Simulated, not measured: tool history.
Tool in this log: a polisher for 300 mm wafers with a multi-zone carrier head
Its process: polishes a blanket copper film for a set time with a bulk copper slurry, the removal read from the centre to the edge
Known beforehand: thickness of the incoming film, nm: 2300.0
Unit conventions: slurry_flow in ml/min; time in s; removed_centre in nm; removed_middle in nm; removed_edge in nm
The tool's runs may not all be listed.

run 1 hour=0 | slurry_flow=160 centre_zone=1 middle_zone=1 edge_zone=1 slurry_solids=1 time=41 | removed_centre=504.68 removed_middle=507.51 removed_edge=505.31
run 2 hour=0.9 | slurry_flow=130 centre_zone=1 middle_zone=1 edge_zone=1 slurry_solids=1 time=41 | removed_centre=481.34 removed_middle=488.77 removed_edge=492.35
run 3 hour=5.2 | slurry_flow=160 centre_zone=1 middle_zone=1 edge_zone=1 slurry_solids=1 time=41 | removed_centre=507.83 removed_middle=515.79 removed_edge=508.04
run 4 hour=9.3 | slurry_flow=160 centre_zone=0.93 middle_zone=1 edge_zone=1 slurry_solids=1 time=41 | removed_centre=466.77 removed_middle=508.61 removed_edge=507.72
-- hour=12.4 worn pad replaced by a new one
run 5 hour=12.4 | slurry_flow=160 centre_zone=0.85 middle_zone=1 edge_zone=1 slurry_solids=1 time=41 | removed_centre=448.92 removed_middle=544.8 removed_edge=538.95
run 6 hour=18.8 | slurry_flow=160 centre_zone=0.87 middle_zone=1.02 edge_zone=0.97 slurry_solids=0.9 time=39 | removed_centre=433.52 removed_middle=518.96 removed_edge=488.58
run 7 hour=20.8 | slurry_flow=160 centre_zone=0.88 middle_zone=1.02 edge_zone=0.95 slurry_solids=0.85 time=37 | removed_centre=400.63 removed_middle=472.6 removed_edge=452.99
run 8 hour=27 | slurry_flow=160 centre_zone=0.9 middle_zone=1.04 edge_zone=0.93 slurry_solids=0.8 time=36 | removed_centre=400.05 removed_middle=467.72 removed_edge=426.63
run 9 hour=32.7 | slurry_flow=155 centre_zone=0.91 middle_zone=1.05 edge_zone=0.91 slurry_solids=0.75 time=35 | removed_centre=380.78 removed_middle=446.56 removed_edge=400.49
run 10 hour=41.2 | slurry_flow=150 centre_zone=0.92 middle_zone=1.05 edge_zone=0.89 slurry_solids=0.7 time=35 | removed_centre=378.1 removed_middle=436.99 removed_edge=399.09
run 11 hour=45.5 | slurry_flow=150 centre_zone=0.92 middle_zone=1.05 edge_zone=0.89 slurry_solids=0.7 time=35 | removed_centre=385 removed_middle=427.26 removed_edge=399.02

The next listed run, before its measurement:
run 12 hour=53.8 | slurry_flow=150 centre_zone=0.93 middle_zone=1.07 edge_zone=0.88 slurry_solids=0.65 time=34 | removed_centre=? removed_middle=? removed_edge=?

removed_centre: 355.86 nm
removed_middle: 417.33 nm
removed_edge: 379.42 nm
